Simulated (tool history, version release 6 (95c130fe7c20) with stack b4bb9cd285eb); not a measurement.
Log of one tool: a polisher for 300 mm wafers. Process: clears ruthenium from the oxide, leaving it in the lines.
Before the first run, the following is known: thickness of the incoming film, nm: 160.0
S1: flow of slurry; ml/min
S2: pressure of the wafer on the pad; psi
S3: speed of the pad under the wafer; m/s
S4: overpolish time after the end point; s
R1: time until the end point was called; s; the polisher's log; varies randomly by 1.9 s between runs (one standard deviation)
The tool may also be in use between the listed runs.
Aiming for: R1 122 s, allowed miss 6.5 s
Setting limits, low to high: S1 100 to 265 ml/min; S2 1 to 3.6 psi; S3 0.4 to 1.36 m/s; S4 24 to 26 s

run,hour,S1,S2,S3,S4,R1
1,0,170,2.3,0.88,24,197.19
2,3.3,170,2.3,0.88,26,199.04
3,9.2,195,2.3,0.88,26,194.79
4,15.7,195,2.5,0.88,26,175.99
5,19.6,195,2.8,0.88,26,156.27
6,24.7,195,2.9,0.88,26,154.3
7,31.8,195,3,0.88,26,149.95
8,36.5,195,3.1,0.88,26,145.48
9,39.9,200,3.2,0.88,26,135.55
10,48.1,200,3.3,0.88,26,137.12
11,49.5,200,3.4,0.88,26,130.15

Consider the 4 candidate settings below. Which is the only one whose results all fall within their allowed miss of target?
A,50.9,200,3.6,0.88,26,?
B,50.9,200,3.2,1.14,26,?
C,50.9,195,3.3,0.84,26,?
D,50.9,195,3.2,0.88,26,?

move,R1
A,121.77
B,106.22
C,139.2
D,137.14
A: every result within its allowed miss
B: carries the result that was furthest off beyond its target, to the other side
C: its largest miss is bigger than the last run's
D: its largest miss is bigger than the last run's
Move A is the one to make.
